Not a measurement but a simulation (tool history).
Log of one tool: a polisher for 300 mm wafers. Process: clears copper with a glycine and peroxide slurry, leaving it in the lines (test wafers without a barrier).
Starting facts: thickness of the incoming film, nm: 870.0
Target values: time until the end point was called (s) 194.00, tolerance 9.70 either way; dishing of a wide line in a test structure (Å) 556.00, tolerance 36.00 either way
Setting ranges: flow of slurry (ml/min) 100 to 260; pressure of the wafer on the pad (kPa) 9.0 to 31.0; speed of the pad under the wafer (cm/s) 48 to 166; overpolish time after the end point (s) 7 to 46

| run | hour | flow of slurry (ml/min) | pressure of the wafer on the pad (kPa) | speed of the pad under the wafer (cm/s) | overpolish time after the end point (s) | time until the end point was called (s) | dishing of a wide line in a test structure (Å) |
|---|---|---|---|---|---|---|---|
| 1 | 0.0 | 165 | 20.0 | 106 | 24 | 134.42 | 626.28 |
| 2 | 8.9 | 165 | 18.6 | 104 | 24 | 148.01 | 628.39 |
| 3 | 17.7 | 165 | 18.6 | 130 | 24 | 118.44 | 621.12 |
| 4 | 20.3 | 165 | 16.5 | 128 | 24 | 131.15 | 615.37 |
| 5 | 25.5 | 165 | 16.5 | 112 | 24 | 143.86 | 588.88 |
| 6 | 34.3 | 165 | 11.7 | 112 | 24 | 180.06 | 573.47 |
| 7 | 38.2 | 160 | 10.3 | 110 | 23 | 193.52 | 520.41 |
| 8 | 43.7 | 160 | 10.3 | 110 | 23 | 191.69 | 523.12 |

Which of these 5 next moves meets every target?
| A | 49.2 | 165 | 10.3 | 108 | 20 | ? | ? |
| B | 49.2 | 130 | 11.0 | 108 | 18 | ? | ? |
| C | 49.2 | 165 | 10.3 | 122 | 20 | ? | ? |
| D | 49.2 | 180 | 11.7 | 94 | 19 | ? | ? |
| E | 49.2 | 165 | 10.3 | 108 | 26 | ? | ? |

| move | time until the end point was called (s) | dishing of a wide line in a test structure (Å) |
|---|---|---|
| A | 195.03 | 459.59 |
| B | 196.52 | 431.14 |
| C | 178.45 | 477.58 |
| D | 199.71 | 445.47 |
| E | 195.03 | 524.87 |
A: further off than the last run
B: further off than the last run
C: further off than the last run
D: further off than the last run
E: hits every target within its allowed miss
Answer: E

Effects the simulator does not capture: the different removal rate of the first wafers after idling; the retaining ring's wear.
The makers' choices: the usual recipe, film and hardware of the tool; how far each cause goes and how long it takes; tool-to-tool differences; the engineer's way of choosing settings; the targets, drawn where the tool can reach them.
